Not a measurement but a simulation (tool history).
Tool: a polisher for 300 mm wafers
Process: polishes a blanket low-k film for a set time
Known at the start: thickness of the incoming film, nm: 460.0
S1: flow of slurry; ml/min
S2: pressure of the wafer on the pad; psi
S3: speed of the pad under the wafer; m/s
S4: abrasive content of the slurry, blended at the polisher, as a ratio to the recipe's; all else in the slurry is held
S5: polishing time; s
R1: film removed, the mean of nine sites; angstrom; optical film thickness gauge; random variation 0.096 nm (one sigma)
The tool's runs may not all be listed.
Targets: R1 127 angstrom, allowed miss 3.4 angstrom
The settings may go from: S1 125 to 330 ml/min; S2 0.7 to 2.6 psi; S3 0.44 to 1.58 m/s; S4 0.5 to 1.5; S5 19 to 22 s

run    day   S1   S2    S3  S4  S5      R1
  1      0  210  1.6     1   1  22  82.241
  2  0.179  220  1.8     1   1  22  89.937
  3  0.246  220  1.8     1   1  19  78.328
  4  0.321  220  2.1  1.06   1  19  90.123
  5  0.529  225  2.3  1.14   1  19  101.85
  6  0.842  225  2.4   1.2   1  19  109.64
  7  0.871  255  2.6  1.24   1  19  121.59
  8  1.038  255  2.6  1.26   1  19  122.23

Which of these 4 next moves meets every target?
  A  1.204  245  2.6  1.16   0.9  20   ?
  B  1.204  280  2.5  1.24     1  19   ?
  C  1.204  250  2.6  1.42  0.85  19   ?
  D  1.204  270  2.6  1.18  1.05  19   ?

move      R1
   A  117.74
   B  120.19
   C  129.48
   D  120.25
A: further off than the last run
B: further off than the last run
C: meets every target
D: further off than the last run
The right move is C.
